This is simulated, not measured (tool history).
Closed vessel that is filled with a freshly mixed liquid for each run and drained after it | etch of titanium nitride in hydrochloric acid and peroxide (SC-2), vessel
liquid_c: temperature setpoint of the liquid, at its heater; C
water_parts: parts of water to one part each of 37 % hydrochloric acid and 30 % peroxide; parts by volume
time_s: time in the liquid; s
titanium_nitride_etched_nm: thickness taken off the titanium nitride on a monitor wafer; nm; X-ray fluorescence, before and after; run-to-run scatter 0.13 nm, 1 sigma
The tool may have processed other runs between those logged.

run    day  liquid_c  water_parts  time_s  titanium_nitride_etched_nm
  1  0.000      60.0          8.5     250                     12.9900
  2  0.117      53.5          8.5     250                      8.5950
  3  0.496      53.5         10.5     250                      7.2119
  4  0.846      57.5         10.5     250                      9.2508
  5  1.179      57.5         10.5     250                      9.3000
  6  1.417      60.5         10.5     250                     11.4300
  7  1.675      62.0         10.5     250                     12.4550

Run 8 has not been measured yet. What should we expect?
  8  1.942      63.5         10.5     250                           ?

titanium_nitride_etched_nm: 13.4480 nm

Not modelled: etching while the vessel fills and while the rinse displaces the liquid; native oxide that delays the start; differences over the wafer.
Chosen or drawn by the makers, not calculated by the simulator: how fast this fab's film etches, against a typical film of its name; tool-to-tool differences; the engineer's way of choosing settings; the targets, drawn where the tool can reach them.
